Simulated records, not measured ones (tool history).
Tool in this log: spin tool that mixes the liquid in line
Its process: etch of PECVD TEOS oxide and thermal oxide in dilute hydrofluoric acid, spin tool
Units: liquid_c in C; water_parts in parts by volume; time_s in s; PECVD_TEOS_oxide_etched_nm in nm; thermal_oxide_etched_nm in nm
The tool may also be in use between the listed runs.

run    day  liquid_c  water_parts  time_s  PECVD_TEOS_oxide_etched_nm  thermal_oxide_etched_nm
  1  0.000      20.0          185     160                      5.9949                   3.2396
  2  0.338      19.0          185     160                      5.8181                   3.0596
  3  0.483      19.0          160     160                      6.8667                   3.5611
  4  0.633      18.5          170     160                      6.2711                   3.2675
  5  0.938      18.5          170     115                      4.4964                   2.2967
  6  1.183      21.5          170     115                      5.0563                   2.6442
  7  1.442      21.5          170     115                      5.0694                   2.5946

Estimate the outcome of run 8 from the log above:
  8  1.633      22.0          170     115                           ?                        ?

Run 8 gave PECVD_TEOS_oxide_etched_nm 5.1621 nm, thermal_oxide_etched_nm 2.6950 nm.
